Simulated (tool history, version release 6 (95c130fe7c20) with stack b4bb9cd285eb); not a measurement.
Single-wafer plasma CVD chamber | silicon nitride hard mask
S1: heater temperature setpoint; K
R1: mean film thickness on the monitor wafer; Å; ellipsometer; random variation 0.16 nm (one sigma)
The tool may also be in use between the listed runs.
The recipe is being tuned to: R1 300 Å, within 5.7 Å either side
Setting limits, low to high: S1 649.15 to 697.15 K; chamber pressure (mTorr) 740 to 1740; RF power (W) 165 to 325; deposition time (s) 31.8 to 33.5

{"run": 1, "hour": 0.0, "S1": 673.15, "chamber pressure (mTorr)": 1240, "RF power (W)": 245, "deposition time (s)": 33.5, "R1": 267.95}
{"run": 2, "hour": 8.6, "S1": 673.15, "chamber pressure (mTorr)": 1300, "RF power (W)": 245, "deposition time (s)": 33.5, "R1": 270.26}
{"run": 3, "hour": 17.4, "S1": 673.15, "chamber pressure (mTorr)": 1360, "RF power (W)": 245, "deposition time (s)": 33.5, "R1": 271.93}
{"run": 4, "hour": 21.5, "S1": 673.15, "chamber pressure (mTorr)": 1360, "RF power (W)": 245, "deposition time (s)": 33.5, "R1": 274.05}
{"run": 5, "hour": 30.2, "S1": 673.15, "chamber pressure (mTorr)": 1410, "RF power (W)": 245, "deposition time (s)": 33.5, "R1": 277}
{"run": 6, "hour": 37.4, "S1": 673.15, "chamber pressure (mTorr)": 1570, "RF power (W)": 245, "deposition time (s)": 33.5, "R1": 283.73}
{"run": 7, "hour": 43.2, "S1": 673.15, "chamber pressure (mTorr)": 1590, "RF power (W)": 245, "deposition time (s)": 33.5, "R1": 287.42}
{"run": 8, "hour": 49.1, "S1": 673.15, "chamber pressure (mTorr)": 1610, "RF power (W)": 245, "deposition time (s)": 33.5, "R1": 287.61}
{"run": 9, "hour": 57.7, "S1": 673.15, "chamber pressure (mTorr)": 1630, "RF power (W)": 245, "deposition time (s)": 33.5, "R1": 288.96}
{"run": 10, "hour": 61.0, "S1": 673.15, "chamber pressure (mTorr)": 1650, "RF power (W)": 245, "deposition time (s)": 33.5, "R1": 287.71}

Consider the 4 candidate settings below. Which is the only one whose results all fall within their allowed miss of target?
{"run": "A", "hour": 64.3, "S1": 673.15, "chamber pressure (mTorr)": 1740, "RF power (W)": 265, "deposition time (s)": 33.5, "R1": "?"}
{"run": "B", "hour": 64.3, "S1": 672.15, "chamber pressure (mTorr)": 1640, "RF power (W)": 260, "deposition time (s)": 32.1, "R1": "?"}
{"run": "C", "hour": 64.3, "S1": 674.15, "chamber pressure (mTorr)": 1720, "RF power (W)": 265, "deposition time (s)": 32.4, "R1": "?"}
{"run": "D", "hour": 64.3, "S1": 656.15, "chamber pressure (mTorr)": 1740, "RF power (W)": 270, "deposition time (s)": 33.5, "R1": "?"}

move=A R1=313.22
move=B R1=291.53
move=C R1=301.93
move=D R1=320.32
A: the result that was furthest off in the last run now lies on the other side of its target
B: gains on the last run, yet a result remains outside its allowed miss
C: in spec on every target
D: the result that was furthest off in the last run now lies on the other side of its target
Move C is the one to make.

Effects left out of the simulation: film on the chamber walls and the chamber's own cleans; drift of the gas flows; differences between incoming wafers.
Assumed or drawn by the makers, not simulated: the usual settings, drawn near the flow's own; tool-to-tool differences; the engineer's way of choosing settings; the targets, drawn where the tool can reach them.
